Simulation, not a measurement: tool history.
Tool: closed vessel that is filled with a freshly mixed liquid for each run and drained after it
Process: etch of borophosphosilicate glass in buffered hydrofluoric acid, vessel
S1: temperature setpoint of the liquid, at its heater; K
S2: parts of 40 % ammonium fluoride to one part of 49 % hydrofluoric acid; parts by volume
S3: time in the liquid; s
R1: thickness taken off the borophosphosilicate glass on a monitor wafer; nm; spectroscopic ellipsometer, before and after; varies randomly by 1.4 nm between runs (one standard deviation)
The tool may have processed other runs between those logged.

{"run": 1, "day": 0.0, "S1": 295.15, "S2": 22, "S3": 100, "R1": 113.29}
{"run": 2, "day": 0.362, "S1": 295.15, "S2": 25, "S3": 100, "R1": 102.82}
{"run": 3, "day": 0.712, "S1": 297.65, "S2": 23.5, "S3": 100, "R1": 122.75}
{"run": 4, "day": 0.979, "S1": 299.65, "S2": 22, "S3": 100, "R1": 145.84}
{"run": 5, "day": 1.1, "S1": 299.65, "S2": 22, "S3": 105, "R1": 149.66}
{"run": 6, "day": 1.404, "S1": 300.65, "S2": 21.5, "S3": 105, "R1": 160.54}
{"run": 7, "day": 1.55, "S1": 301.65, "S2": 21, "S3": 105, "R1": 172.32}

Run 8, settings as shown, results not yet in. Your forecast:
{"run": 8, "day": 1.829, "S1": 302.15, "S2": 21, "S3": 105, "R1": "?"}

{"run 8": {"R1": 179.6}}
